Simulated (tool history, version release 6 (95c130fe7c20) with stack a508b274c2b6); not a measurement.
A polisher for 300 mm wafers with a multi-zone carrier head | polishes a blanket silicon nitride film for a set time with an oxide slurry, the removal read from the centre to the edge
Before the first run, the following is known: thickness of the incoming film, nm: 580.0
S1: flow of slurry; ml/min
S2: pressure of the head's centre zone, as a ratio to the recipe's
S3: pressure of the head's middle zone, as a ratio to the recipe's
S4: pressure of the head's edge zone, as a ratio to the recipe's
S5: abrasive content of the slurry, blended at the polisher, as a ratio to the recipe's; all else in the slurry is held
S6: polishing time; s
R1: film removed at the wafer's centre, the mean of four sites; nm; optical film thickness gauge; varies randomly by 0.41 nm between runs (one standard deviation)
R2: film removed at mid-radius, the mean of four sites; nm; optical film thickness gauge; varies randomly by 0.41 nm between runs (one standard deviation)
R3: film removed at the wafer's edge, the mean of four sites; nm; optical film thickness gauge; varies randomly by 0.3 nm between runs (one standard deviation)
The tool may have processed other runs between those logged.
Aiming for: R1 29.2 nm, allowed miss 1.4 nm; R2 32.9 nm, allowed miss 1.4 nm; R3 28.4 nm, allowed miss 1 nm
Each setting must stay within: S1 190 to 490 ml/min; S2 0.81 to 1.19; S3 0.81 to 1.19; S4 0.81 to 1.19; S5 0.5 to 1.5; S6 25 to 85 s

run	hour	S1	S2	S3	S4	S5	S6	R1	R2	R3
1	0	315	1	1	1	1	55	36.549	37.67	36.812
2	1.7	315	1.04	1	1	1	55	37.436	37.529	36.022
3	3.5	315	1.03	1.02	0.98	0.9	55	35.465	36.049	35.126
4	5.4	315	1.03	1.02	0.98	0.9	48	30.839	31.978	30.591
5	13	315	0.99	1.02	0.98	0.9	48	30.296	31.115	29.94
6	20	315	0.99	1.04	0.97	0.9	48	30.622	33	30.419
7	27.4	315	0.98	1.04	0.95	0.9	48	30.562	31.836	30.056
8	32.9	315	0.98	1.06	0.94	0.9	48	30.569	32.82	30.283
9	39.8	315	0.98	1.08	0.93	0.9	48	29.248	33.774	29.219
10	41.9	315	0.98	1.08	0.92	0.9	48	30.056	33.146	29.471

Below are 4 possible settings for the next run. Only one of them brings all results inside the allowed miss of their targets. Which is it?
A	44	365	1.02	1.13	0.96	0.85	46	?	?	?
B	44	355	0.93	1.08	1.1	0.75	52	?	?	?
C	44	345	1.08	1.1	0.83	1.2	42	?	?	?
D	44	350	1.11	1.02	0.84	1.05	45	?	?	?

move	R1	R2	R3
A	29.898	32.608	27.858
B	29.714	33.161	31.513
C	33.073	33.928	27.793
D	34.113	32.213	28.317
A: every result lands within tolerance
B: lands further from the targets than the last run did
C: the worst result of the last run now meets its target, but another is out of spec
D: the worst result of the last run now meets its target, but another is out of spec
Answer: A

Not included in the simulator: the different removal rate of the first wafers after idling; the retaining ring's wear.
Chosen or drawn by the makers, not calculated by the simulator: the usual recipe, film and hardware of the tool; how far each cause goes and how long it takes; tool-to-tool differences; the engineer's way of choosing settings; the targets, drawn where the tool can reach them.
